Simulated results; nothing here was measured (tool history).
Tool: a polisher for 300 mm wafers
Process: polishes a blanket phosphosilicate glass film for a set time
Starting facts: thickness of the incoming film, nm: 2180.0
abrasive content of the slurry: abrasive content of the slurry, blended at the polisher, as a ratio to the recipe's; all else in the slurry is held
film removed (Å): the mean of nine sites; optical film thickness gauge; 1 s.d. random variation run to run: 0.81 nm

run,hour,flow of slurry (ml/min),pressure of the wafer on the pad (psi),speed of the pad under the wafer (m/s),abrasive content of the slurry,polishing time (s),film removed (Å)
1,0.0,235,2.8,0.90,1.0,23,1496.30
2,2.5,235,2.6,0.90,1.0,23,1408.20
3,11.4,235,2.5,0.90,1.0,23,1364.60
4,18.1,235,2.4,0.90,1.0,23,1291.00
5,22.4,235,2.4,1.12,1.0,23,1559.40
6,25.7,235,2.4,1.12,1.0,21,1407.00

Run 7 comes next. What will it give?
7,30.8,220,1.6,1.12,1.0,21,?

{"run 7": {"film removed (Å)": 963.07}}
